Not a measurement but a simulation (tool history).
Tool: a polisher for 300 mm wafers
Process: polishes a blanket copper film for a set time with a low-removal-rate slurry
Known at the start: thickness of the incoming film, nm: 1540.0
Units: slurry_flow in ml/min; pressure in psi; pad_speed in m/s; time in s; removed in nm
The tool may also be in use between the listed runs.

Run 1, hour 0.0: slurry_flow 275 ml/min, pressure 1.7 psi, pad_speed 0.92 m/s, slurry_solids 1.0, time 19 s. Result: removed 27.313 nm.
Run 2, hour 6.5: slurry_flow 275 ml/min, pressure 1.4 psi, pad_speed 0.92 m/s, slurry_solids 1.0, time 19 s. Result: removed 22.600 nm.
Run 3, hour 9.0: slurry_flow 275 ml/min, pressure 1.4 psi, pad_speed 1.02 m/s, slurry_solids 1.0, time 19 s. Result: removed 24.792 nm.
Run 4, hour 12.0: slurry_flow 275 ml/min, pressure 1.4 psi, pad_speed 0.82 m/s, slurry_solids 1.0, time 19 s. Result: removed 20.214 nm.
Run 5, hour 18.4: slurry_flow 275 ml/min, pressure 1.4 psi, pad_speed 0.74 m/s, slurry_solids 1.0, time 19 s. Result: removed 18.311 nm.
Run 6, hour 21.0: slurry_flow 305 ml/min, pressure 1.4 psi, pad_speed 0.74 m/s, slurry_solids 1.0, time 19 s. Result: removed 18.308 nm.
Run 7, hour 27.5: slurry_flow 305 ml/min, pressure 1.5 psi, pad_speed 0.74 m/s, slurry_solids 1.0, time 19 s. Result: removed 19.886 nm.
Run 8, hour 33.6: slurry_flow 295 ml/min, pressure 1.5 psi, pad_speed 0.74 m/s, slurry_solids 1.0, time 19 s. Result: removed 19.668 nm.

Run 9 comes next. What will it give?
Run 9, hour 42.3: slurry_flow 265 ml/min, pressure 1.4 psi, pad_speed 0.74 m/s, slurry_solids 1.0, time 19 s. Result: removed ?.

removed: 18.255 nm
